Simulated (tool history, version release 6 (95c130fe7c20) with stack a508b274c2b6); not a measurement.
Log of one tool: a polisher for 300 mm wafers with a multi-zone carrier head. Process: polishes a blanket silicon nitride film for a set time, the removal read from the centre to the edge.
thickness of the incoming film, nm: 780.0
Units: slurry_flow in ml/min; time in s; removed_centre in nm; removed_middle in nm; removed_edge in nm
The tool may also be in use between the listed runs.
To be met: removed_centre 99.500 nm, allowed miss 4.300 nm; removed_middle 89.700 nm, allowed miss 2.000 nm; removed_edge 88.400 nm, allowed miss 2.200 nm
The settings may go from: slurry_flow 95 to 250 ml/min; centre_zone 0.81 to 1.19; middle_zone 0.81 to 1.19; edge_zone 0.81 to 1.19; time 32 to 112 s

Run 1, hour 0.0: slurry_flow 160 ml/min, centre_zone 1.00, middle_zone 1.00, edge_zone 1.00, time 72 s. Result: removed_centre 106.400 nm, removed_middle 105.020 nm, removed_edge 102.550 nm.
Run 2, hour 4.7: slurry_flow 150 ml/min, centre_zone 1.00, middle_zone 0.98, edge_zone 0.97, time 72 s. Result: removed_centre 108.000 nm, removed_middle 101.320 nm, removed_edge 99.100 nm.
Run 3, hour 9.0: slurry_flow 150 ml/min, centre_zone 1.00, middle_zone 0.98, edge_zone 0.97, time 63 s. Result: removed_centre 95.818 nm, removed_middle 90.004 nm, removed_edge 87.320 nm.
Run 4, hour 14.3: slurry_flow 150 ml/min, centre_zone 1.00, middle_zone 0.98, edge_zone 0.97, time 76 s. Result: removed_centre 112.200 nm, removed_middle 108.910 nm, removed_edge 103.190 nm.
Run 5, hour 16.1: slurry_flow 150 ml/min, centre_zone 1.00, middle_zone 0.98, edge_zone 1.03, time 76 s. Result: removed_centre 112.130 nm, removed_middle 108.140 nm, removed_edge 108.860 nm.
Run 6, hour 21.4: slurry_flow 140 ml/min, centre_zone 0.98, middle_zone 0.96, edge_zone 1.00, time 75 s. Result: removed_centre 106.150 nm, removed_middle 103.570 nm, removed_edge 105.840 nm.
Run 7, hour 26.1: slurry_flow 135 ml/min, centre_zone 0.98, middle_zone 0.95, edge_zone 0.97, time 74 s. Result: removed_centre 103.880 nm, removed_middle 100.260 nm, removed_edge 101.950 nm.
Run 8, hour 30.8: slurry_flow 105 ml/min, centre_zone 1.01, middle_zone 0.90, edge_zone 0.87, time 71 s. Result: removed_centre 94.856 nm, removed_middle 87.539 nm, removed_edge 87.311 nm.

Which of these 4 next moves meets every target?
Run A, hour 35.5: slurry_flow 130 ml/min, centre_zone 1.05, middle_zone 0.95, edge_zone 0.93, time 67 s. Result: removed_centre ?, removed_middle ?, removed_edge ?.
Run B, hour 35.5: slurry_flow 150 ml/min, centre_zone 1.10, middle_zone 0.94, edge_zone 0.82, time 65 s. Result: removed_centre ?, removed_middle ?, removed_edge ?.
Run C, hour 35.5: slurry_flow 95 ml/min, centre_zone 1.00, middle_zone 0.88, edge_zone 0.81, time 73 s. Result: removed_centre ?, removed_middle ?, removed_edge ?.
Run D, hour 35.5: slurry_flow 100 ml/min, centre_zone 0.94, middle_zone 0.88, edge_zone 0.91, time 72 s. Result: removed_centre ?, removed_middle ?, removed_edge ?.

move  removed_centre  removed_middle  removed_edge
   A         100.370          90.477        89.050
   B         105.000          89.586        83.283
   C          95.663          86.329        86.560
   D          90.578          86.364        90.805
A: meets every target
B: brings the result that was furthest off to its target, and leaves another outside
C: further off than the last run
D: further off than the last run
The right move is A.

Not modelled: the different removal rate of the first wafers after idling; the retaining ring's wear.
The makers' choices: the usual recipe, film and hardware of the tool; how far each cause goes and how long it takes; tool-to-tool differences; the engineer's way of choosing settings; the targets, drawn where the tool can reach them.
